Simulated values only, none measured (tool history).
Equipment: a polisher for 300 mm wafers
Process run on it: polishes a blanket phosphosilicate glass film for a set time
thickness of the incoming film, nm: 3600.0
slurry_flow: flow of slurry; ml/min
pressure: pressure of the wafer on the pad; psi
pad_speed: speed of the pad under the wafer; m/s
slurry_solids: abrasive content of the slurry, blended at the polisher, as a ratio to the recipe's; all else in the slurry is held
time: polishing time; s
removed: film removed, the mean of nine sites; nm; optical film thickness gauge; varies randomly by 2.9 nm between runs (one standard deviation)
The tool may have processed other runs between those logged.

run 1 day=0.000 | slurry_flow=140 pressure=2.5 pad_speed=1.14 slurry_solids=1.0 time=50 | removed=423.19
run 2 day=0.108 | slurry_flow=140 pressure=2.5 pad_speed=0.92 slurry_solids=1.0 time=50 | removed=356.27
run 3 day=0.283 | slurry_flow=175 pressure=2.5 pad_speed=0.92 slurry_solids=1.0 time=50 | removed=365.85
run 4 day=0.433 | slurry_flow=175 pressure=2.1 pad_speed=0.92 slurry_solids=1.0 time=50 | removed=308.09
run 5 day=0.671 | slurry_flow=175 pressure=2.1 pad_speed=0.92 slurry_solids=1.0 time=50 | removed=310.05
run 6 day=0.950 | slurry_flow=175 pressure=2.1 pad_speed=0.92 slurry_solids=1.0 time=45 | removed=285.52
run 7 day=1.192 | slurry_flow=175 pressure=1.9 pad_speed=0.92 slurry_solids=1.0 time=45 | removed=250.61
run 8 day=1.362 | slurry_flow=175 pressure=1.8 pad_speed=0.92 slurry_solids=1.0 time=45 | removed=236.06
run 9 day=1.504 | slurry_flow=170 pressure=1.7 pad_speed=0.92 slurry_solids=1.0 time=45 | removed=225.21

The next listed run, before its measurement:
run 10 day=1.729 | slurry_flow=165 pressure=1.6 pad_speed=0.92 slurry_solids=1.0 time=45 | removed=?

{"run 10": {"removed": 211.71}}
